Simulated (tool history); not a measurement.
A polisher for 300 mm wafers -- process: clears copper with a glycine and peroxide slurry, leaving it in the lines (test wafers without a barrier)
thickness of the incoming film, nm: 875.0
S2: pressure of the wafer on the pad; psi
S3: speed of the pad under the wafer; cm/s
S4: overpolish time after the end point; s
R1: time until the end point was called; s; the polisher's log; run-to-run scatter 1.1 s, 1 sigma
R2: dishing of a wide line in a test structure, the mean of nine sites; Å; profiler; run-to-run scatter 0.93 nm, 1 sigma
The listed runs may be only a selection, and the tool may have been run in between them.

run 1 hour=0 | flow_of_slurry_(ml/min)=260 S2=3.2 S3=98 S4=20 | R1=123.07 R2=714.48
run 2 hour=6.1 | flow_of_slurry_(ml/min)=260 S2=3.4 S3=98 S4=20 | R1=118.81 R2=756.33
run 3 hour=12.3 | flow_of_slurry_(ml/min)=260 S2=3.4 S3=76 S4=20 | R1=139.02 R2=654.63
run 4 hour=14.9 | flow_of_slurry_(ml/min)=260 S2=3.4 S3=76 S4=12 | R1=146.77 R2=450.26
run 5 hour=16.6 | flow_of_slurry_(ml/min)=260 S2=4.1 S3=76 S4=12 | R1=122 R2=508.73
run 6 hour=25.1 | flow_of_slurry_(ml/min)=260 S2=4.1 S3=82 S4=14 | R1=114.31 R2=592.26

Forecast run 7:
run 7 hour=29.4 | flow_of_slurry_(ml/min)=260 S2=4.2 S3=84 S4=15 | R1=? R2=?

Run 7 measured R1 111.18 s, R2 649.71 Å.
